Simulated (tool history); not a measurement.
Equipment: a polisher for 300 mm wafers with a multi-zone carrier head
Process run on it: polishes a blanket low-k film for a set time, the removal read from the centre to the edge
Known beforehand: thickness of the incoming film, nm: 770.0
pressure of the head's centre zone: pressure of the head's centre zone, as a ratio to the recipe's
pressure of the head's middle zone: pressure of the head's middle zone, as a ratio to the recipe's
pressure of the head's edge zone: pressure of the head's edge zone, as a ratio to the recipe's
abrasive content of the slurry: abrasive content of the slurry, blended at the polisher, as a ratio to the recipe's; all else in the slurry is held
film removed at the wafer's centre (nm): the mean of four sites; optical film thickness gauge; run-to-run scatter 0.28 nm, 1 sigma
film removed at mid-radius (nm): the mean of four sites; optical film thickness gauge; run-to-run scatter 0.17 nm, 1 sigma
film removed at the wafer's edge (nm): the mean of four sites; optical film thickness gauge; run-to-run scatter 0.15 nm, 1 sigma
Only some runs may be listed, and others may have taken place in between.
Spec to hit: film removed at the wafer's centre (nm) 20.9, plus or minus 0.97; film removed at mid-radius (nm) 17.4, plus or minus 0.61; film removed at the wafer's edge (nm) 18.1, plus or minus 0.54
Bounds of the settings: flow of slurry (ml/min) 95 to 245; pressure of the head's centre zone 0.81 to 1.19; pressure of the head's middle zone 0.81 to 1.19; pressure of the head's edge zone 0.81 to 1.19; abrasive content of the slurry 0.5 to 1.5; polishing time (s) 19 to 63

run,hour,flow of slurry (ml/min),pressure of the head's centre zone,pressure of the head's middle zone,pressure of the head's edge zone,abrasive content of the slurry,polishing time (s),film removed at the wafer's centre (nm),film removed at mid-radius (nm),film removed at the wafer's edge (nm)
1,0,155,1,1,1,1,41,13.578,13.599,13.232
2,2,165,1.03,1,1.02,1.05,41,14.835,14.229,13.812
3,4.2,165,1.03,1,0.99,1.05,41,14.457,14.088,13.467
4,9.4,165,1.03,1,0.99,1.05,35,12.296,11.904,11.549
5,15.6,165,1.03,1,0.99,1.05,44,15.454,15.178,14.47
6,17.2,190,1.03,1,0.99,1.05,44,15.837,15.404,14.587
7,24.4,195,1.13,0.97,1.09,1.3,45,19.276,16.506,17.04
8,29.3,200,1.14,0.97,1.1,1.3,45,19.964,17.077,17.368
9,34.6,205,1.14,0.97,1.11,1.3,45,19.78,16.83,17.335
10,40,205,1.14,0.97,1.12,1.3,45,19.819,16.768,17.371
11,46.3,205,1.14,0.97,1.13,1.3,45,19.557,16.918,17.677

Exercise: of the 4 proposed moves below, exactly one satisfies all targets within the stated allowed misses. Which move is it?
A,52.6,220,1.14,0.95,1.11,1.35,46,?,?,?
B,52.6,205,1.07,1.17,1.06,1.2,46,?,?,?
C,52.6,215,1.15,1.06,1.1,1.2,48,?,?,?
D,52.6,210,1.13,1.02,1.07,1.35,47,?,?,?

move,film removed at the wafer's centre (nm),film removed at mid-radius (nm),film removed at the wafer's edge (nm)
A,20.817,17.165,18.192
B,18.563,19.006,16.877
C,20.93,18.51,18.029
D,20.978,18.373,18.168
A: each result inside its tolerance
B: the biggest miss grows against the last run
C: meets the target for the result that was furthest off, but another lies outside its allowed miss
D: meets the target for the result that was furthest off, but another lies outside its allowed miss
Answer: A

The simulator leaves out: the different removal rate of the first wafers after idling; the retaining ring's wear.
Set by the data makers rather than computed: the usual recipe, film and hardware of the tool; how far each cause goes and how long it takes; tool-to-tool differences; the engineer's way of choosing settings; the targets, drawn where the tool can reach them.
